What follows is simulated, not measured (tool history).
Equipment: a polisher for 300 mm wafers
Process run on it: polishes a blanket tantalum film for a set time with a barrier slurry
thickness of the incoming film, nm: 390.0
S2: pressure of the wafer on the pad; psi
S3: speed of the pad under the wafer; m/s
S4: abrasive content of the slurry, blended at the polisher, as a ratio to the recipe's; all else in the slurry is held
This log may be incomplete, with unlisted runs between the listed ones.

{"run": 1, "hour": 0.0, "flow of slurry (ml/min)": 130, "S2": 1.7, "S3": 1.1, "S4": 1.0, "polishing time (s)": 46, "film removed (Å)": 809.46}
{"run": 2, "hour": 1.5, "flow of slurry (ml/min)": 130, "S2": 1.7, "S3": 1.3, "S4": 1.0, "polishing time (s)": 46, "film removed (Å)": 955.82}
{"run": 3, "hour": 7.0, "flow of slurry (ml/min)": 130, "S2": 1.7, "S3": 1.3, "S4": 1.0, "polishing time (s)": 46, "film removed (Å)": 975.63}
{"run": 4, "hour": 10.7, "flow of slurry (ml/min)": 130, "S2": 1.6, "S3": 1.28, "S4": 1.0, "polishing time (s)": 46, "film removed (Å)": 897.53}
{"run": 5, "hour": 17.8, "flow of slurry (ml/min)": 130, "S2": 1.5, "S3": 1.26, "S4": 1.0, "polishing time (s)": 46, "film removed (Å)": 838.46}
{"run": 6, "hour": 22.0, "flow of slurry (ml/min)": 130, "S2": 1.5, "S3": 1.26, "S4": 1.15, "polishing time (s)": 46, "film removed (Å)": 886.83}

The next listed run, before its measurement:
{"run": 7, "hour": 29.2, "flow of slurry (ml/min)": 115, "S2": 1.0, "S3": 1.08, "S4": 1.15, "polishing time (s)": 46, "film removed (Å)": "?"}

{"run 7": {"film removed (Å)": 532.26}}

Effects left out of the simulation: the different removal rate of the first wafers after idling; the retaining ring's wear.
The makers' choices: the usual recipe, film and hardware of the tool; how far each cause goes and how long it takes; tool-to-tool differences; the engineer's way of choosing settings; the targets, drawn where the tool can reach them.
